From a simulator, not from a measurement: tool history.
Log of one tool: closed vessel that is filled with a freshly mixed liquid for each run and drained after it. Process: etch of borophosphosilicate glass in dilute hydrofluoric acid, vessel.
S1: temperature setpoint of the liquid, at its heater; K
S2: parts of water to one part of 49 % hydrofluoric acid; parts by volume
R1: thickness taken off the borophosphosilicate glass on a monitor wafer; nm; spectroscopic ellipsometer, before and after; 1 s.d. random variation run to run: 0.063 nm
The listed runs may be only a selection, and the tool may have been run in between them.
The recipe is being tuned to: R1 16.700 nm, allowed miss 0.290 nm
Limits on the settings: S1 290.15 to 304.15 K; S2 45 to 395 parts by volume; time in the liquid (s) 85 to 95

run 1 hour=0.0 | S1=296.15 S2=220 time_in_the_liquid_(s)=85 | R1=19.321
run 2 hour=7.1 | S1=295.15 S2=220 time_in_the_liquid_(s)=85 | R1=18.647
run 3 hour=12.9 | S1=295.15 S2=155 time_in_the_liquid_(s)=85 | R1=28.096
run 4 hour=15.4 | S1=293.65 S2=170 time_in_the_liquid_(s)=85 | R1=23.772
run 5 hour=21.4 | S1=292.65 S2=180 time_in_the_liquid_(s)=85 | R1=21.491
run 6 hour=22.6 | S1=292.65 S2=180 time_in_the_liquid_(s)=85 | R1=21.475
run 7 hour=25.6 | S1=292.15 S2=185 time_in_the_liquid_(s)=85 | R1=20.498
run 8 hour=26.8 | S1=291.65 S2=190 time_in_the_liquid_(s)=85 | R1=19.408
run 9 hour=27.4 | S1=290.15 S2=210 time_in_the_liquid_(s)=85 | R1=16.153
run 10 hour=33.2 | S1=290.15 S2=210 time_in_the_liquid_(s)=85 | R1=16.198

Pick the move, out of 5, that brings all results within their allowed miss; only one does.
run A hour=39.0 | S1=291.15 S2=220 time_in_the_liquid_(s)=85 | R1=?
run B hour=39.0 | S1=292.15 S2=240 time_in_the_liquid_(s)=95 | R1=?
run C hour=39.0 | S1=290.65 S2=220 time_in_the_liquid_(s)=85 | R1=?
run D hour=39.0 | S1=290.15 S2=215 time_in_the_liquid_(s)=85 | R1=?
run E hour=39.0 | S1=291.65 S2=250 time_in_the_liquid_(s)=95 | R1=?

move=A R1=15.948
move=B R1=16.673
move=C R1=15.639
move=D R1=15.762
move=E R1=15.561
A: its largest miss is bigger than the last run's
B: in spec on every target
C: its largest miss is bigger than the last run's
D: its largest miss is bigger than the last run's
E: its largest miss is bigger than the last run's
The move that meets every target is B.
